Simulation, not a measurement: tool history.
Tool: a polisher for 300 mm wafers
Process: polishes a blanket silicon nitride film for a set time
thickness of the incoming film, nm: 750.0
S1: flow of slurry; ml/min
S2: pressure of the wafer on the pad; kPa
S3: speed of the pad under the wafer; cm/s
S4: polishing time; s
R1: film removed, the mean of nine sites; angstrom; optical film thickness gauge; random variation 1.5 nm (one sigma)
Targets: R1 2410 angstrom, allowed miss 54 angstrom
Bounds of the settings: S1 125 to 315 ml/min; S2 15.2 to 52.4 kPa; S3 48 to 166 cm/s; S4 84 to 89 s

run 1 hour=0 | S1=205 S2=33.8 S3=106 S4=84 | R1=1950.4
run 2 hour=4.6 | S1=205 S2=33.8 S3=126 S4=84 | R1=2234.3
run 3 hour=11.2 | S1=205 S2=33.8 S3=150 S4=84 | R1=2577.6
run 4 hour=18.8 | S1=195 S2=33.1 S3=150 S4=84 | R1=2499
run 5 hour=27.5 | S1=195 S2=33.1 S3=150 S4=84 | R1=2517.7
run 6 hour=34.8 | S1=190 S2=33.1 S3=150 S4=84 | R1=2498.9
run 7 hour=43.2 | S1=185 S2=33.1 S3=150 S4=84 | R1=2481.2
run 8 hour=50.9 | S1=180 S2=33.1 S3=150 S4=84 | R1=2495.4
run 9 hour=52.1 | S1=175 S2=33.1 S3=150 S4=84 | R1=2481
run 10 hour=52.9 | S1=170 S2=33.1 S3=150 S4=84 | R1=2469.7

4 next moves are on the table. One of them brings every result within its allowed miss. Which?
run A hour=53.7 | S1=155 S2=33.1 S3=152 S4=87 | R1=?
run B hour=53.7 | S1=205 S2=32.4 S3=136 S4=88 | R1=?
run C hour=53.7 | S1=150 S2=35.2 S3=136 S4=89 | R1=?
run D hour=53.7 | S1=170 S2=35.2 S3=144 S4=84 | R1=?

move=A R1=2555
move=B R1=2383.5
move=C R1=2519.7
move=D R1=2521.3
A: further off than the last run
B: meets every target
C: further off than the last run
D: further off than the last run
The right move is B.

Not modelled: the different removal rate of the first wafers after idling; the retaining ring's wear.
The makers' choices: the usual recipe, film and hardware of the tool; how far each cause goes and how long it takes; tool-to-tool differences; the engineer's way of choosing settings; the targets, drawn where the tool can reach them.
